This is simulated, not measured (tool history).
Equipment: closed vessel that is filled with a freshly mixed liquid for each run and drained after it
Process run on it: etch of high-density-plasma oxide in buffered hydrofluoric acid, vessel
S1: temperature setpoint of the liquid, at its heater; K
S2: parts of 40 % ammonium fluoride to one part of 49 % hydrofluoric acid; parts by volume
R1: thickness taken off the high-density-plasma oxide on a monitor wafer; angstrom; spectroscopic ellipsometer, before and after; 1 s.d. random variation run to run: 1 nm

Run 1, hour 0.0: S1 296.15 K, S2 15.5 parts by volume, time in the liquid (s) 95. Result: R1 894.86 angstrom.
Run 2, hour 6.5: S1 296.15 K, S2 15.5 parts by volume, time in the liquid (s) 105. Result: R1 1000.20 angstrom.
Run 3, hour 8.4: S1 296.15 K, S2 13.0 parts by volume, time in the liquid (s) 105. Result: R1 1186.00 angstrom.
Run 4, hour 16.1: S1 294.15 K, S2 13.0 parts by volume, time in the liquid (s) 105. Result: R1 1051.40 angstrom.
Run 5, hour 20.9: S1 292.65 K, S2 13.0 parts by volume, time in the liquid (s) 105. Result: R1 980.53 angstrom.
Run 6, hour 25.4: S1 294.15 K, S2 13.0 parts by volume, time in the liquid (s) 105. Result: R1 1080.20 angstrom.
Run 7, hour 32.8: S1 295.15 K, S2 13.0 parts by volume, time in the liquid (s) 105. Result: R1 1119.00 angstrom.
Run 8, hour 34.8: S1 296.15 K, S2 13.0 parts by volume, time in the liquid (s) 105. Result: R1 1199.40 angstrom.

Predict the results of run 9:
Run 9, hour 38.3: S1 296.65 K, S2 13.0 parts by volume, time in the liquid (s) 105. Result: R1 ?.

{"run 9": {"R1": 1215.5}}
